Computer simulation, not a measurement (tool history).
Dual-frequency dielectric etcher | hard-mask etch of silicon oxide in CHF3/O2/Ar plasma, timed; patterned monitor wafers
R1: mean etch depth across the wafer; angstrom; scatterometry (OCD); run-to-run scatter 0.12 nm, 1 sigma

Run 1, day 0: source power (W) 720, bias power (W) 194, etch time (s) 12.5. Result: R1 268.88 angstrom.
Run 2, day 0.138: source power (W) 770, bias power (W) 194, etch time (s) 12.5. Result: R1 275.63 angstrom.
Run 3, day 0.362: source power (W) 720, bias power (W) 189, etch time (s) 12.5. Result: R1 267.08 angstrom.
Run 4, day 0.6: source power (W) 820, bias power (W) 189, etch time (s) 12.5. Result: R1 273.61 angstrom.
Run 5, day 0.808: source power (W) 800, bias power (W) 178, etch time (s) 12.5. Result: R1 266.21 angstrom.
Run 6, day 0.842: source power (W) 800, bias power (W) 206, etch time (s) 12.5. Result: R1 288.32 angstrom.
Run 7, day 1.183: source power (W) 760, bias power (W) 197, etch time (s) 12.5. Result: R1 277.23 angstrom.
Run 8, day 1.379: source power (W) 730, bias power (W) 189, etch time (s) 12.5. Result: R1 267.65 angstrom.
Run 9, day 1.45: source power (W) 700, bias power (W) 182, etch time (s) 12.5. Result: R1 260.4 angstrom.
Run 10, day 1.588: source power (W) 670, bias power (W) 177, etch time (s) 12.5. Result: R1 251.21 angstrom.
Run 11, day 1.704: source power (W) 650, bias power (W) 175, etch time (s) 12.5. Result: R1 248.22 angstrom.

The next listed run, before its measurement:
Run 12, day 1.817: source power (W) 630, bias power (W) 173, etch time (s) 12.5. Result: R1 ?.

R1: 242.98 angstrom
